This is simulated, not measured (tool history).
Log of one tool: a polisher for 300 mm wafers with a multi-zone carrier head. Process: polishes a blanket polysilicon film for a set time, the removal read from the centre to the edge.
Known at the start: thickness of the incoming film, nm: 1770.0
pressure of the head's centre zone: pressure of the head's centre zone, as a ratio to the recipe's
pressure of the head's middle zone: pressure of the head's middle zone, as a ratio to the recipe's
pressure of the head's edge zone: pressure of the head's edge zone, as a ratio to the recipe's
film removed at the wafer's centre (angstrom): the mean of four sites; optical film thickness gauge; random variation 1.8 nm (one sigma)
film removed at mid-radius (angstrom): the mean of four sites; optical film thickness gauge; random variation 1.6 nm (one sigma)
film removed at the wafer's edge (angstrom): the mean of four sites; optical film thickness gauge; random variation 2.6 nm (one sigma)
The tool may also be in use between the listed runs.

run	hour	flow of slurry (ml/min)	pressure of the head's centre zone	pressure of the head's middle zone	pressure of the head's edge zone	polishing time (s)	film removed at the wafer's centre (angstrom)	film removed at mid-radius (angstrom)	film removed at the wafer's edge (angstrom)
1	0	210	1	1	1	58	2026.6	1919.6	2011.9
2	6.6	210	0.95	1	1	58	1908.8	1909.5	1973
3	14.8	190	0.95	1	1	58	1858	1901	1971.9
4	23.6	195	0.96	1.01	1.02	59	1920.3	1949.4	2061.1
5	24.5	195	0.96	1.01	1.02	53	1738.1	1768.1	1872.6
6	28.9	195	0.96	1.01	0.97	53	1737.6	1765.7	1798.7
7	30.6	200	0.98	1.03	1	54	1841.1	1822.1	1877.3
8	39.6	200	0.98	1.03	1	54	1823	1855.2	1874.1
# hour 45: worn pad replaced by a new one
9	45	200	1	1.04	1.03	55	2041	2002.4	2063.4
10	52.1	195	1.01	1.05	1.05	54	2023.8	2007.8	2029.5
11	58.7	190	1.02	1.05	1.07	54	2020.1	1977.3	2086.5
12	65.8	195	1.03	1.06	1.09	54	2074.8	1985	2089.3
13	70.5	250	1.01	1.11	1.18	62	2400.6	2464.2	2602.6
14	74.3	250	1.01	1.1	1.17	62	2405.9	2460.2	2564.7
15	83	250	1.01	1.09	1.16	62	2398.1	2424.7	2568.4
16	88.2	250	1.01	1.09	1.15	62	2392.4	2439.4	2550.5
17	92.9	250	1.01	1.08	1.14	62	2408.6	2402.9	2537.4
18	94.4	250	1.01	1.08	1.13	62	2372.5	2420.1	2519.7

Run 19 comes next. What will it give?
19	102.8	245	1.01	1.08	1.12	62	?	?	?

Run 19 gave film removed at the wafer's centre (angstrom) 2421.5, film removed at mid-radius (angstrom) 2419.1, film removed at the wafer's edge (angstrom) 2561.1.
